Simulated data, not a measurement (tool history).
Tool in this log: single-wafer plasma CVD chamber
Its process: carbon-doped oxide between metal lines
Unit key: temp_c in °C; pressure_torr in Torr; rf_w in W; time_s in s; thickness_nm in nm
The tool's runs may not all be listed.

run  hour  temp_c  pressure_torr  rf_w  time_s  thickness_nm
  1   0.0     350           5.49   375    21.4        92.071
  2   6.1     360           5.49   375    21.4        89.087
  3  11.6     360           5.11   375    21.4        88.447
  4  14.7     360           5.11   375    20.4        84.182
  5  19.8     360           5.11   345    20.4        78.098
     23.7  -- capacitance manometer re-zeroed and calibrated
  6  23.7     361           4.90   340    20.4        75.163

Estimate the outcome of run 7 from the log above:
  7  26.0     362           4.72   340    20.4             ?

{"run 7": {"thickness_nm": 74.802}}

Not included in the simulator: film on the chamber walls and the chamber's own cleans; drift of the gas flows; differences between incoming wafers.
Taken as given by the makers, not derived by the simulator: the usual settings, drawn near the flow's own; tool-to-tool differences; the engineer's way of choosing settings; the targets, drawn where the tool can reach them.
